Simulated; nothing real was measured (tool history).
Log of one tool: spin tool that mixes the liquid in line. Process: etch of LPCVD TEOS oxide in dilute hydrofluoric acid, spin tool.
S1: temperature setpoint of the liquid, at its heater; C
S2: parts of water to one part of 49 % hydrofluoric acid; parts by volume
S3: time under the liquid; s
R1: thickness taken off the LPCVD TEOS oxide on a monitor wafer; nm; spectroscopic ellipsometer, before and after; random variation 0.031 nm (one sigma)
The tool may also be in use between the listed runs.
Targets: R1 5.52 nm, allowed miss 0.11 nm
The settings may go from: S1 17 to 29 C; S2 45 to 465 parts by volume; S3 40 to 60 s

run	hour	S1	S2	S3	R1
1	0	21	255	60	4.7158
2	6.3	22	255	60	4.8822
3	10	22	200	60	6.6188
4	11.9	23.5	200	60	6.9638
5	12.9	20.5	200	60	6.2071
6	21.8	19.5	200	60	5.9774
7	23.5	19	200	60	5.8601
8	31.8	18.5	200	60	5.7778
9	40	18	200	60	5.6588

4 next moves are on the table. One of them brings every result within its allowed miss. Which?
A	48.2	18	205	60	?
B	48.2	21.5	220	60	?
C	48.2	18	195	60	?
D	48.2	18.5	200	60	?

move	R1
A	5.4443
B	5.7205
C	5.7774
D	5.718
A: meets every target
B: further off than the last run
C: further off than the last run
D: further off than the last run
Answer: A

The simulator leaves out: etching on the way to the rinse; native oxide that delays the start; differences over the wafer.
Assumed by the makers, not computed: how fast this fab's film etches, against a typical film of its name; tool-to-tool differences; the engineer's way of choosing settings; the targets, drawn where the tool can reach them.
